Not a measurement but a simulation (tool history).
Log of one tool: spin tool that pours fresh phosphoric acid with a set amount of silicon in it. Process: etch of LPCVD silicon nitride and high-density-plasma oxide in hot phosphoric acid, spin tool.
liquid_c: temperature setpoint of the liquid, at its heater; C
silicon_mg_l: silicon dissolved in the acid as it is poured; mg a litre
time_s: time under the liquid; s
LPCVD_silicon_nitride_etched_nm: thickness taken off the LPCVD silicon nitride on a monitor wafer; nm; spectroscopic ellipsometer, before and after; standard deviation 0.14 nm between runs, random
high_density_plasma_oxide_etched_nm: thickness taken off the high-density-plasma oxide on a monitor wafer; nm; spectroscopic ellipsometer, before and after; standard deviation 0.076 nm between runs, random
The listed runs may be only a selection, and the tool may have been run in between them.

| run | hour | liquid_c | silicon_mg_l | time_s | LPCVD_silicon_nitride_etched_nm | high_density_plasma_oxide_etched_nm |
|---|---|---|---|---|---|---|
| 1 | 0.0 | 162.0 | 17.0 | 180 | 16.084 | 0.68729 |
| 2 | 6.3 | 163.5 | 14.0 | 215 | 20.079 | 0.98022 |
| 3 | 13.1 | 164.5 | 11.5 | 240 | 23.202 | 1.15900 |
| 4 | 17.5 | 165.0 | 8.0 | 260 | 25.553 | 1.46240 |
| 5 | 19.8 | 165.0 | 8.0 | 310 | 30.217 | 1.89820 |
| 6 | 23.7 | 165.0 | 8.0 | 355 | 34.770 | 2.02480 |

What does the tool deliver on the next run?
| 7 | 30.3 | 165.0 | 6.5 | 355 | ? | ? |

Run 7 yielded LPCVD_silicon_nitride_etched_nm 34.776 nm, high_density_plasma_oxide_etched_nm 2.10090 nm.
